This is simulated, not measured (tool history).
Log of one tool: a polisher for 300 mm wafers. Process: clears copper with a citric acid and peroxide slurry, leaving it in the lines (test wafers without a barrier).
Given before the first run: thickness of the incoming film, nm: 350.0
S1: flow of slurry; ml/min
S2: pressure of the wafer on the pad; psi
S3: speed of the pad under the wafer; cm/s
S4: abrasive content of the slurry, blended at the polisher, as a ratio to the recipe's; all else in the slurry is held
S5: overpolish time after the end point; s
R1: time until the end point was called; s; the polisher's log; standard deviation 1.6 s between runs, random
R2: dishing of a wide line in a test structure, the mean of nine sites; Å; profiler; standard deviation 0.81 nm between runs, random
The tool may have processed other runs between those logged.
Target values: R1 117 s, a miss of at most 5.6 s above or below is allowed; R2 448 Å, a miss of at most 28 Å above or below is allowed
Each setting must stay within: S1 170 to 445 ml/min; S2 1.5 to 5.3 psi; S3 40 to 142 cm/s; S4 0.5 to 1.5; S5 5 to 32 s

run 1 hour=0 | S1=285 S2=3.4 S3=90 S4=1 S5=16 | R1=149.43 R2=270.71
run 2 hour=3.4 | S1=285 S2=3.7 S3=90 S4=1 S5=17 | R1=137.9 R2=309.94
run 3 hour=11.2 | S1=285 S2=3.4 S3=90 S4=1 S5=17 | R1=149.89 R2=290.11
run 4 hour=16.3 | S1=285 S2=2.6 S3=90 S4=1 S5=17 | R1=187.05 R2=227.05
run 5 hour=18.5 | S1=285 S2=2.6 S3=90 S4=1 S5=12 | R1=191.3 R2=167.69
run 6 hour=21.3 | S1=285 S2=2.6 S3=102 S4=1 S5=12 | R1=172.75 R2=182.77
run 7 hour=29.9 | S1=285 S2=3 S3=102 S4=1 S5=15 | R1=154.97 R2=252.62
run 8 hour=35 | S1=280 S2=3.3 S3=104 S4=1 S5=16 | R1=143.75 R2=287.95
run 9 hour=35.9 | S1=280 S2=3.5 S3=106 S4=1 S5=17 | R1=133.13 R2=319.99
run 10 hour=42.7 | S1=280 S2=3.6 S3=106 S4=1 S5=18 | R1=125.55 R2=352.48
run 11 hour=49.7 | S1=280 S2=3.7 S3=106 S4=1 S5=19 | R1=125.36 R2=368
run 12 hour=56.1 | S1=285 S2=3.8 S3=106 S4=1 S5=20 | R1=121.96 R2=394.97

Next run, 5 choices. One meets every target within its allowed miss, the rest don't. Which?
run A hour=62.5 | S1=335 S2=3.2 S3=110 S4=1.15 S5=17 | R1=? R2=?
run B hour=62.5 | S1=250 S2=3.8 S3=114 S4=0.95 S5=19 | R1=? R2=?
run C hour=62.5 | S1=330 S2=3.8 S3=106 S4=1 S5=16 | R1=? R2=?
run D hour=62.5 | S1=295 S2=3.3 S3=122 S4=1.25 S5=23 | R1=? R2=?
run E hour=62.5 | S1=330 S2=3.7 S3=100 S4=1.1 S5=18 | R1=? R2=?

move=A R1=131.01 R2=316.55
move=B R1=119.12 R2=381.33
move=C R1=120.41 R2=325.39
move=D R1=117.49 R2=449.55
move=E R1=124.22 R2=350.65
A: moves away from the targets compared with the last run
B: moves away from the targets compared with the last run
C: moves away from the targets compared with the last run
D: all results land within tolerance of their targets
E: moves away from the targets compared with the last run
The move that meets every target is D.

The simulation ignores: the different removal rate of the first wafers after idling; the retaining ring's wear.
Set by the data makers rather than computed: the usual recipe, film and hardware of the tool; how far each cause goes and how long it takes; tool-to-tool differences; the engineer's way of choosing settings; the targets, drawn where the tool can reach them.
